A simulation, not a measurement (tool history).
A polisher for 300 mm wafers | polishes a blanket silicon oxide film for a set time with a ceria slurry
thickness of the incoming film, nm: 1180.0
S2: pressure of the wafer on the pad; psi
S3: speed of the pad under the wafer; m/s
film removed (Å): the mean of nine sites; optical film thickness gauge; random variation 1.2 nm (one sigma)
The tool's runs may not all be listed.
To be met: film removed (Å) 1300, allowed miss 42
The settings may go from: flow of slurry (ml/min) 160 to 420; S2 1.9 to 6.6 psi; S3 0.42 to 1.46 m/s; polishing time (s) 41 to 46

run 1 hour=0 | flow_of_slurry_(ml/min)=270 S2=4.2 S3=0.94 polishing_time_(s)=46 | film_removed_(Å)=2079.2
run 2 hour=7.2 | flow_of_slurry_(ml/min)=270 S2=4.2 S3=1.14 polishing_time_(s)=46 | film_removed_(Å)=2468.4
run 3 hour=15.5 | flow_of_slurry_(ml/min)=215 S2=4.2 S3=1.14 polishing_time_(s)=46 | film_removed_(Å)=2424.3
run 4 hour=22.3 | flow_of_slurry_(ml/min)=215 S2=4.2 S3=1.24 polishing_time_(s)=46 | film_removed_(Å)=2627.3
run 5 hour=25.2 | flow_of_slurry_(ml/min)=215 S2=3.8 S3=1.22 polishing_time_(s)=46 | film_removed_(Å)=2325.9
run 6 hour=30.9 | flow_of_slurry_(ml/min)=215 S2=3.8 S3=1.22 polishing_time_(s)=41 | film_removed_(Å)=2054.6
run 7 hour=34.5 | flow_of_slurry_(ml/min)=215 S2=3.5 S3=1.22 polishing_time_(s)=41 | film_removed_(Å)=1921.3
run 8 hour=42.3 | flow_of_slurry_(ml/min)=215 S2=3.3 S3=1.22 polishing_time_(s)=41 | film_removed_(Å)=1800.1
run 9 hour=43.1 | flow_of_slurry_(ml/min)=215 S2=3.1 S3=1.22 polishing_time_(s)=41 | film_removed_(Å)=1708.7
run 10 hour=50.7 | flow_of_slurry_(ml/min)=215 S2=2.9 S3=1.22 polishing_time_(s)=41 | film_removed_(Å)=1618.4
run 11 hour=57.3 | flow_of_slurry_(ml/min)=215 S2=2.8 S3=1.22 polishing_time_(s)=41 | film_removed_(Å)=1547.3

Which of these 5 next moves meets every target?
run A hour=63.9 | flow_of_slurry_(ml/min)=195 S2=2.9 S3=1.36 polishing_time_(s)=44 | film_removed_(Å)=?
run B hour=63.9 | flow_of_slurry_(ml/min)=195 S2=2.3 S3=1.12 polishing_time_(s)=42 | film_removed_(Å)=?
run C hour=63.9 | flow_of_slurry_(ml/min)=210 S2=2.4 S3=1.2 polishing_time_(s)=41 | film_removed_(Å)=?
run D hour=63.9 | flow_of_slurry_(ml/min)=210 S2=2.5 S3=1.12 polishing_time_(s)=46 | film_removed_(Å)=?
run E hour=63.9 | flow_of_slurry_(ml/min)=160 S2=2.3 S3=1.22 polishing_time_(s)=41 | film_removed_(Å)=?

move=A film_removed_(Å)=1867.3
move=B film_removed_(Å)=1193.1
move=C film_removed_(Å)=1307.4
move=D film_removed_(Å)=1430.4
move=E film_removed_(Å)=1216.6
A: further off than the last run
B: takes the result that was furthest off past its target
C: meets every target
D: nearer than the last run, and not there yet
E: takes the result that was furthest off past its target
Answer: C

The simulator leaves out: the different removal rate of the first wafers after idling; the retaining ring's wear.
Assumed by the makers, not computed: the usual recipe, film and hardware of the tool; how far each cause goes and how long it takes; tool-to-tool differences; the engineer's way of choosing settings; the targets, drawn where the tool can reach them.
